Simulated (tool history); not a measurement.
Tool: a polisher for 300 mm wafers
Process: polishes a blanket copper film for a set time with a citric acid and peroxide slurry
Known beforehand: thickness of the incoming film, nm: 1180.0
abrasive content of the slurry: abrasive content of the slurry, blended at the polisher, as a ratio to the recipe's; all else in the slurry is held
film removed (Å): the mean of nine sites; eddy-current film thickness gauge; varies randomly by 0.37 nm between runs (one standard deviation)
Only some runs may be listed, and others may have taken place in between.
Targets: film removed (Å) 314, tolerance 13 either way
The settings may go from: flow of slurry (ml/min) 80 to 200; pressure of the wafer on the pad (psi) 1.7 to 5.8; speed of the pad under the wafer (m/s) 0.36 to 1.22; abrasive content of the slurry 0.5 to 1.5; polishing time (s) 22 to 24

run  hour  flow of slurry (ml/min)  pressure of the wafer on the pad (psi)  speed of the pad under the wafer (m/s)  abrasive content of the slurry  polishing time (s)  film removed (Å)
  1     0                      130                                     3.7                                    0.78                               1                  24            570.45
  2   7.4                      130                                     3.7                                    0.78                             1.2                  24            587.66
  3  15.2                      130                                     3.7                                    0.66                             1.2                  24            514.96
  4  21.5                      130                                     3.4                                    0.66                             1.2                  24            475.07
  5  23.8                      130                                     3.4                                    0.66                            1.05                  24            464.53
  6  30.9                      130                                     3.2                                    0.66                            1.05                  24            440.12
  7  33.9                      130                                       3                                    0.66                            1.05                  24            421.01
  8  35.2                      130                                     2.8                                    0.66                            1.05                  24            396.34
  9  37.7                      130                                     2.7                                    0.66                            1.05                  24             390.9
 10  42.5                      130                                     2.6                                    0.66                            1.05                  24            376.91
 11    51                      130                                     2.6                                    0.66                            1.05                  24            376.32
 12  55.5                      120                                     1.9                                    0.66                            1.05                  24            299.51

5 next moves are on the table. One of them brings every result within its allowed miss. Which?
  A    60                      120                                     1.8                                    0.68                             1.1                  22                 ?
  B    60                      125                                     2.1                                    0.64                            1.05                  24                 ?
  C    60                      100                                       2                                     0.6                             1.2                  24                 ?
  D    60                      130                                     2.6                                    0.56                            0.85                  22                 ?
  E    60                       85                                     2.2                                    0.76                             1.2                  24                 ?

move  film removed (Å)
   A             272.1
   B            309.94
   C            276.01
   D            281.21
   E            353.71
A: the biggest miss grows against the last run
B: each result inside its tolerance
C: the biggest miss grows against the last run
D: the biggest miss grows against the last run
E: carries the result that was furthest off beyond its target, to the other side
B meets every target.
